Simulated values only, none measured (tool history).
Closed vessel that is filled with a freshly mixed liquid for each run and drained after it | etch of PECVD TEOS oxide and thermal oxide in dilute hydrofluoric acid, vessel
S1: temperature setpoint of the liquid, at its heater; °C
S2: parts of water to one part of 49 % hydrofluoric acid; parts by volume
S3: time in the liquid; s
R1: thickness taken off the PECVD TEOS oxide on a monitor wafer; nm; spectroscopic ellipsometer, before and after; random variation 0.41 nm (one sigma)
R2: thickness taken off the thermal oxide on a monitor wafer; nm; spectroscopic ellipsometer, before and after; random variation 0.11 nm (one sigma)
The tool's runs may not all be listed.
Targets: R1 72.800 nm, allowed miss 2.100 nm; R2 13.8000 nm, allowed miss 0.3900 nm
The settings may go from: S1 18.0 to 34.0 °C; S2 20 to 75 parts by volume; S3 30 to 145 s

run  hour    S1  S2  S3      R1       R2
  1   0.0  26.0  45  75  51.209   9.5825
  2   7.8  26.0  50  75  45.434   8.5911
  3  11.3  28.0  50  75  49.517   9.4015
  4  16.6  31.0  50  75  55.507  10.4970
  5  20.8  31.0  50  90  66.315  12.7360
  6  30.0  31.0  60  90  54.376  10.4220
  7  33.9  32.0  60  90  56.478  10.8110
  8  35.6  32.5  60  90  58.158  10.9690
  9  41.1  33.0  60  90  58.964  11.0560
 10  47.7  33.5  55  90  65.945  12.6620
 11  55.9  34.0  55  90  67.715  12.7260

Which of these 4 next moves meets every target?
  A  64.1  30.0  65  120   ?   ?
  B  64.1  30.5  45   90   ?   ?
  C  64.1  33.5  30   55   ?   ?
  D  64.1  34.0  50   95   ?   ?

move      R1       R2
   A  64.405  12.2990
   B  73.361  14.0100
   C  77.516  14.8030
   D  79.137  15.1130
A: further off than the last run
B: meets every target
C: takes the result that was furthest off past its target
D: takes the result that was furthest off past its target
The right move is B.
